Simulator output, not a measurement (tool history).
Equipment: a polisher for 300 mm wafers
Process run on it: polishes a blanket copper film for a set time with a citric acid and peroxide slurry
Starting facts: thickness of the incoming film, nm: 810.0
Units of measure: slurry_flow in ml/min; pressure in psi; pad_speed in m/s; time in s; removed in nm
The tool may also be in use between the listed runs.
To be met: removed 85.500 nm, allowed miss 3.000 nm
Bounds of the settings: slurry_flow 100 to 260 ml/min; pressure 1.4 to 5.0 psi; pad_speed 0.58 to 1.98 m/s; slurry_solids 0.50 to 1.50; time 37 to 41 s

{"run": 1, "hour": 0.0, "slurry_flow": 165, "pressure": 3.2, "pad_speed": 1.28, "slurry_solids": 1.0, "time": 41, "removed": 144.51}
{"run": 2, "hour": 5.0, "slurry_flow": 160, "pressure": 2.7, "pad_speed": 1.28, "slurry_solids": 1.0, "time": 41, "removed": 130.93}
{"run": 3, "hour": 10.6, "slurry_flow": 190, "pressure": 2.7, "pad_speed": 1.28, "slurry_solids": 1.0, "time": 41, "removed": 136.48}
{"run": 4, "hour": 17.1, "slurry_flow": 190, "pressure": 2.7, "pad_speed": 1.28, "slurry_solids": 1.0, "time": 37, "removed": 122.45}
{"run": 5, "hour": 18.6, "slurry_flow": 205, "pressure": 2.7, "pad_speed": 1.28, "slurry_solids": 1.0, "time": 37, "removed": 120.92}
{"run": 6, "hour": 27.5, "slurry_flow": 205, "pressure": 2.7, "pad_speed": 1.4, "slurry_solids": 1.0, "time": 37, "removed": 132.74}
{"run": 7, "hour": 28.0, "slurry_flow": 205, "pressure": 2.7, "pad_speed": 1.4, "slurry_solids": 1.0, "time": 37, "removed": 131.99}
{"run": 8, "hour": 29.7, "slurry_flow": 205, "pressure": 2.3, "pad_speed": 1.34, "slurry_solids": 1.0, "time": 37, "removed": 116.62}
{"run": 9, "hour": 32.8, "slurry_flow": 205, "pressure": 2.3, "pad_speed": 1.34, "slurry_solids": 1.0, "time": 37, "removed": 115.15}
{"run": 10, "hour": 39.3, "slurry_flow": 205, "pressure": 2.0, "pad_speed": 1.3, "slurry_solids": 1.0, "time": 37, "removed": 107.15}
{"run": 11, "hour": 45.9, "slurry_flow": 205, "pressure": 1.8, "pad_speed": 1.26, "slurry_solids": 1.0, "time": 37, "removed": 98.833}
{"run": 12, "hour": 53.1, "slurry_flow": 205, "pressure": 1.7, "pad_speed": 1.24, "slurry_solids": 1.0, "time": 37, "removed": 95.168}
{"run": 13, "hour": 60.7, "slurry_flow": 205, "pressure": 1.6, "pad_speed": 1.22, "slurry_solids": 1.0, "time": 37, "removed": 91.637}

Below are 5 possible settings for the next run. Only one of them brings all results inside the allowed miss of their targets. Which is it?
{"run": "A", "hour": 68.3, "slurry_flow": 195, "pressure": 1.6, "pad_speed": 1.16, "slurry_solids": 1.05, "time": 40, "removed": "?"}
{"run": "B", "hour": 68.3, "slurry_flow": 205, "pressure": 1.5, "pad_speed": 1.1, "slurry_solids": 1.0, "time": 37, "removed": "?"}
{"run": "C", "hour": 68.3, "slurry_flow": 210, "pressure": 1.9, "pad_speed": 1.28, "slurry_solids": 0.8, "time": 38, "removed": "?"}
{"run": "D", "hour": 68.3, "slurry_flow": 190, "pressure": 1.6, "pad_speed": 1.14, "slurry_solids": 1.1, "time": 37, "removed": "?"}
{"run": "E", "hour": 68.3, "slurry_flow": 205, "pressure": 1.5, "pad_speed": 1.26, "slurry_solids": 0.9, "time": 41, "removed": "?"}

move=A removed=95.098
move=B removed=81.463
move=C removed=101.640
move=D removed=87.159
move=E removed=99.650
A: moves away from the targets compared with the last run
B: carries the result that was furthest off beyond its target, to the other side
C: moves away from the targets compared with the last run
D: each result inside its tolerance
E: moves away from the targets compared with the last run
D is the move that brings every result within its allowed miss.
